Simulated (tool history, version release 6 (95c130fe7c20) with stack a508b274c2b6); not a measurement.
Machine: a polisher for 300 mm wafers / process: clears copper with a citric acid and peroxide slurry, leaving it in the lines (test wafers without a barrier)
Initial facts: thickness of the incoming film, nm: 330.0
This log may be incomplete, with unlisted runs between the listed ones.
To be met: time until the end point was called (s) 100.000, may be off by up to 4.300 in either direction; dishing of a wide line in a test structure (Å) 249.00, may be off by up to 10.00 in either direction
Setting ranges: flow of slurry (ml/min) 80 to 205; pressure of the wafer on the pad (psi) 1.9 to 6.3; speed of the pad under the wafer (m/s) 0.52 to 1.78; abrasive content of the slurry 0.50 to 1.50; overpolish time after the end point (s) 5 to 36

run  hour  flow of slurry (ml/min)  pressure of the wafer on the pad (psi)  speed of the pad under the wafer (m/s)  abrasive content of the slurry  overpolish time after the end point (s)  time until the end point was called (s)  dishing of a wide line in a test structure (Å)
  1   0.0                      135                                     4.1                                    1.14                            1.00                                       18                                  108.780                                          336.33
  2   6.6                      140                                     4.1                                    1.14                            1.00                                       16                                  106.450                                          298.50
  3   8.1                      145                                     4.1                                    1.14                            1.00                                       15                                  106.230                                          285.93
  4  15.0                      145                                     3.3                                    1.14                            1.00                                       15                                  121.000                                          253.92
  5  16.4                      145                                     3.3                                    1.14                            1.00                                       21                                  118.810                                          340.68
  6  23.2                      120                                     3.3                                    1.14                            1.00                                       21                                  123.100                                          333.92
  7  28.3                      125                                     3.5                                    1.16                            1.00                                       19                                  115.840                                          324.16
  8  31.2                      130                                     3.6                                    1.18                            1.00                                       17                                  111.920                                          302.64
  9  32.5                      135                                     3.7                                    1.18                            1.00                                       16                                  109.430                                          290.48
     39.3  -- worn pad replaced by a new one
 10  39.3                      135                                     3.8                                    1.18                            1.00                                       15                                   99.814                                          297.73
 11  46.4                      135                                     3.7                                    1.18                            1.00                                       14                                  102.950                                          269.61
 12  47.5                      135                                     3.7                                    1.18                            1.00                                       13                                  102.170                                          262.94
 13  50.7                      140                                     3.8                                    1.18                            1.00                                       11                                   99.600                                          227.68

4 next moves are on the table. One of them brings every result within its allowed miss. Which?
  A  53.9                      150                                     3.7                                    1.20                            0.95                                       12                                        ?                                               ?
  B  53.9                      140                                     3.8                                    1.14                            1.15                                       10                                        ?                                               ?
  C  53.9                      140                                     3.5                                    1.16                            1.05                                       11                                        ?                                               ?
  D  53.9                      110                                     4.6                                    1.18                            0.95                                       10                                        ?                                               ?

move  time until the end point was called (s)  dishing of a wide line in a test structure (Å)
   A                                   98.689                                          247.72
   B                                   98.398                                          210.93
   C                                  103.760                                          218.97
   D                                   94.345                                          219.52
A: all results land within tolerance of their targets
B: moves away from the targets compared with the last run
C: moves away from the targets compared with the last run
D: moves away from the targets compared with the last run
The right move is A.

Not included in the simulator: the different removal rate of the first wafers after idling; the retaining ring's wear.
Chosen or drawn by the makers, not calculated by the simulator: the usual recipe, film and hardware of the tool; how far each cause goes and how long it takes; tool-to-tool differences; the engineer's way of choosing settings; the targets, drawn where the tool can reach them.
